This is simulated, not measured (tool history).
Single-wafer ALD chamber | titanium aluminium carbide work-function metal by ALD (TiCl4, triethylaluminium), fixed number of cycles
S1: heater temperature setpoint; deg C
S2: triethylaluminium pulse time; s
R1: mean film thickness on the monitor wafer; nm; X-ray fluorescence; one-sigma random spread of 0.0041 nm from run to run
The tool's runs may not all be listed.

run	hour	S1	S2	R1
1	0.0	295	10.22	1.8828
2	1.6	301	10.22	1.9317
3	7.3	296	9.86	1.8851
4	10.0	296	8.67	1.8274
5	10.9	296	6.43	1.6106
6	17.5	296	4.88	1.2410
7	21.9	296	4.88	1.2466

Estimate the outcome of run 8 from the log above:
8	27.5	297	5.94	?

Run 8 measured R1 1.5269 nm.
